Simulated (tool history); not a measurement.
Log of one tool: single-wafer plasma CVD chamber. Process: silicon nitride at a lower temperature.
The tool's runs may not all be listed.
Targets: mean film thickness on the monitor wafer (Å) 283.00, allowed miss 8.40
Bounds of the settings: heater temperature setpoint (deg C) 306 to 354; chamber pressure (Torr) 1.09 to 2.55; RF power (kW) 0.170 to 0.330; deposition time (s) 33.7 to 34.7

run,hour,heater temperature setpoint (deg C),chamber pressure (Torr),RF power (kW),deposition time (s),mean film thickness on the monitor wafer (Å)
1,0.0,330,1.82,0.250,33.7,353.86
2,5.7,330,1.77,0.245,33.7,347.56
3,9.1,330,1.72,0.240,33.7,339.85
4,14.3,330,1.72,0.250,33.7,351.08
5,23.0,330,1.72,0.230,33.7,329.70
6,27.8,330,1.68,0.225,33.7,323.53
7,29.7,330,1.65,0.220,33.7,317.17
8,36.3,330,1.62,0.215,33.7,311.22
9,42.6,330,1.59,0.215,33.7,308.82
10,49.1,330,1.56,0.215,33.7,304.89
11,50.2,330,1.53,0.215,33.7,306.68
12,56.0,330,1.50,0.215,33.7,303.41
13,61.2,330,1.47,0.215,33.7,303.04
14,63.5,330,1.45,0.215,33.7,301.86
15,67.7,330,1.43,0.215,33.7,299.27
16,70.2,330,1.41,0.215,33.7,299.97
17,75.1,330,1.23,0.200,33.7,274.56
18,78.3,330,1.24,0.200,33.7,274.72

Which of these 4 next moves meets every target?
A,81.5,331,1.24,0.195,33.7,?
B,81.5,345,1.48,0.185,33.7,?
C,81.5,333,1.36,0.180,33.7,?
D,81.5,331,1.14,0.205,34.7,?

move,mean film thickness on the monitor wafer (Å)
A,270.74
B,272.18
C,262.06
D,282.17
A: further off than the last run
B: further off than the last run
C: further off than the last run
D: meets every target
Move D is the one to make.

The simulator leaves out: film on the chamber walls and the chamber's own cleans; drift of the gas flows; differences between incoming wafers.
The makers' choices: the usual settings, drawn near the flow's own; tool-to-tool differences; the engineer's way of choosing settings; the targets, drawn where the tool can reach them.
